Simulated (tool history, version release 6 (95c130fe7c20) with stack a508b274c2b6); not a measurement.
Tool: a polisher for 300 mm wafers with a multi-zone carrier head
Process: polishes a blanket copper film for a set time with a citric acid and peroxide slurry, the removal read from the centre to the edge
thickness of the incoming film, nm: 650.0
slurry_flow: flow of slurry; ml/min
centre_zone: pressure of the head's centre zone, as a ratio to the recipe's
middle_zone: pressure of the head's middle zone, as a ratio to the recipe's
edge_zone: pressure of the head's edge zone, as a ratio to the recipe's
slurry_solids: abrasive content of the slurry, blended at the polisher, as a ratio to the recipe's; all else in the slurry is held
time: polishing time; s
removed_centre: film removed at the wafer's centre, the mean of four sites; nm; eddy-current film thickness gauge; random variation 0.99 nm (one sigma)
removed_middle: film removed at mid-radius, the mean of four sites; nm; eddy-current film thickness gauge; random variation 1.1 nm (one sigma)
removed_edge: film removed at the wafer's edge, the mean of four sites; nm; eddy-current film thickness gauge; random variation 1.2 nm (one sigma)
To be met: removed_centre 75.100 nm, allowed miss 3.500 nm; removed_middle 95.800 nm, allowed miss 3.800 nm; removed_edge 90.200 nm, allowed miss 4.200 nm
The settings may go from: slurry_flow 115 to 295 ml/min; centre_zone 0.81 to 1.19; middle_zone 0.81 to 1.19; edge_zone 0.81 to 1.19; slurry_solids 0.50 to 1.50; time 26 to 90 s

run	hour	slurry_flow	centre_zone	middle_zone	edge_zone	slurry_solids	time	removed_centre	removed_middle	removed_edge
1	0.0	190	1.00	1.00	1.00	1.00	58	153.300	152.730	148.710
2	6.4	180	0.95	1.01	1.00	0.90	53	125.700	137.750	134.480
3	12.6	180	0.95	1.01	0.95	0.90	53	127.670	139.010	128.310
4	21.2	175	0.92	1.00	0.94	0.80	50	114.150	124.790	118.930
5	29.0	170	0.89	1.01	0.93	0.75	47	102.850	115.790	112.780
6	32.0	165	0.87	1.03	0.92	0.70	45	94.045	113.290	103.300
7	41.0	160	0.86	1.03	0.92	0.65	44	87.177	107.570	100.710
8	47.6	150	0.83	1.01	0.83	0.50	41	76.100	94.450	85.505
9	54.1	150	0.83	1.01	0.85	0.50	41	75.044	93.968	86.502

Which of these 4 next moves meets every target?
A	60.6	175	0.81	1.01	0.86	0.50	38	?	?	?
B	60.6	135	0.87	1.06	0.82	0.50	40	?	?	?
C	60.6	165	0.84	1.08	0.85	0.50	39	?	?	?
D	60.6	140	0.81	0.98	0.85	0.50	43	?	?	?

move	removed_centre	removed_middle	removed_edge
A	70.909	90.214	82.096
B	75.339	93.521	81.216
C	74.589	96.907	83.056
D	76.080	94.944	89.366
A: further off than the last run
B: further off than the last run
C: further off than the last run
D: meets every target
The right move is D.

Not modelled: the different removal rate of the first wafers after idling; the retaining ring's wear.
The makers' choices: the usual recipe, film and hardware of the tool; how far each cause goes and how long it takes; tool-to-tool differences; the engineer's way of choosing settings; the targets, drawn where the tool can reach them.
